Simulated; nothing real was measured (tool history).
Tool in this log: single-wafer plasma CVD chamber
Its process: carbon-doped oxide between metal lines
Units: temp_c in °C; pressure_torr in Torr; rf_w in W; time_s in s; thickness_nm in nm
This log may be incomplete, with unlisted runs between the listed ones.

Run 1, day 0.000: temp_c 340 °C, pressure_torr 5.92 Torr, rf_w 510 W, time_s 21.5 s. Result: thickness_nm 117.25 nm.
Run 2, day 0.371: temp_c 340 °C, pressure_torr 5.92 Torr, rf_w 460 W, time_s 21.5 s. Result: thickness_nm 108.51 nm.
Run 3, day 0.488: temp_c 336 °C, pressure_torr 6.26 Torr, rf_w 480 W, time_s 21.5 s. Result: thickness_nm 114.92 nm.
Run 4, day 0.683: temp_c 336 °C, pressure_torr 6.26 Torr, rf_w 425 W, time_s 21.5 s. Result: thickness_nm 103.81 nm.
Run 5, day 0.938: temp_c 333 °C, pressure_torr 6.54 Torr, rf_w 450 W, time_s 21.5 s. Result: thickness_nm 110.65 nm.
Run 6, day 0.962: temp_c 330 °C, pressure_torr 6.82 Torr, rf_w 470 W, time_s 21.5 s. Result: thickness_nm 115.23 nm.
Run 7, day 1.008: temp_c 328 °C, pressure_torr 6.99 Torr, rf_w 490 W, time_s 21.5 s. Result: thickness_nm 119.70 nm.
Run 8, day 1.062: temp_c 326 °C, pressure_torr 7.14 Torr, rf_w 505 W, time_s 21.5 s. Result: thickness_nm 124.26 nm.
Run 9, day 1.179: temp_c 324 °C, pressure_torr 7.28 Torr, rf_w 515 W, time_s 21.5 s. Result: thickness_nm 125.78 nm.

Estimate the outcome of run 10 from the log above:
Run 10, day 1.346: temp_c 323 °C, pressure_torr 7.40 Torr, rf_w 525 W, time_s 21.5 s. Result: thickness_nm ?.

thickness_nm: 128.12 nm
